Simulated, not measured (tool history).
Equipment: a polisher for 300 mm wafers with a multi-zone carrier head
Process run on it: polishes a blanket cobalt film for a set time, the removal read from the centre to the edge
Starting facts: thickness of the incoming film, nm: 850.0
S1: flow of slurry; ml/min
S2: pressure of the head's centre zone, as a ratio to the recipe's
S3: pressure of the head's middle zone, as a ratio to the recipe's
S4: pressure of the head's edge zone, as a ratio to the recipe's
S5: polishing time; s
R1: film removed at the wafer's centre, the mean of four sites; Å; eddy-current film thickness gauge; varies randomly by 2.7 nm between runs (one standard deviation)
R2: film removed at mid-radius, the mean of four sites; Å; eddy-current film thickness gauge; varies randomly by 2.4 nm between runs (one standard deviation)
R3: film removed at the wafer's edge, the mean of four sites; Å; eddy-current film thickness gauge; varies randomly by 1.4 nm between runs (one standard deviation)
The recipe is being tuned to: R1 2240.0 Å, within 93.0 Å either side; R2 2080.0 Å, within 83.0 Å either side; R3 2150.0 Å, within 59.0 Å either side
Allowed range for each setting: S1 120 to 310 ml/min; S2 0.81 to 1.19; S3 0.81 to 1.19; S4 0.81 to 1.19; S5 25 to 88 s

run	day	S1	S2	S3	S4	S5	R1	R2	R3
1	0.000	200	1.00	1.00	1.00	56	2772.9	2863.1	2863.9
2	0.296	225	1.00	1.00	1.00	56	2877.5	2887.6	2877.3
3	0.592	225	0.99	0.97	0.96	52	2693.3	2637.6	2641.3
4	0.804	225	0.99	0.89	0.96	52	2602.3	2417.4	2634.6
5	1.046	225	0.99	0.89	0.89	52	2628.9	2440.8	2537.3
6	1.312	225	0.99	0.89	0.97	52	2635.7	2403.3	2640.0
7	1.579	225	0.99	0.89	0.97	52	2576.1	2462.8	2689.6
8	1.800	210	0.98	0.88	0.92	50	2505.3	2257.4	2499.5
9	1.858	210	0.97	0.89	0.89	48	2385.7	2266.0	2317.2
10	2.142	195	0.97	0.88	0.87	48	2369.9	2214.2	2302.8
11	2.267	190	0.96	0.87	0.85	47	2268.8	2144.1	2238.5
12	2.296	185	0.96	0.87	0.84	47	2227.5	2176.9	2244.1

Exactly one of the 4 candidate moves below puts every result within its allowed miss. Which one?
A	2.325	150	0.87	0.86	0.81	52	?	?	?
B	2.325	120	1.00	0.88	0.90	51	?	?	?
C	2.325	250	0.98	0.87	0.84	44	?	?	?
D	2.325	155	0.93	0.90	0.84	51	?	?	?

move	R1	R2	R3
A	2172.5	2253.6	2353.8
B	2355.8	2172.2	2348.5
C	2228.2	2052.5	2118.7
D	2292.0	2305.2	2349.1
A: the biggest miss grows against the last run
B: the biggest miss grows against the last run
C: all results land within tolerance of their targets
D: the biggest miss grows against the last run
Answer: C
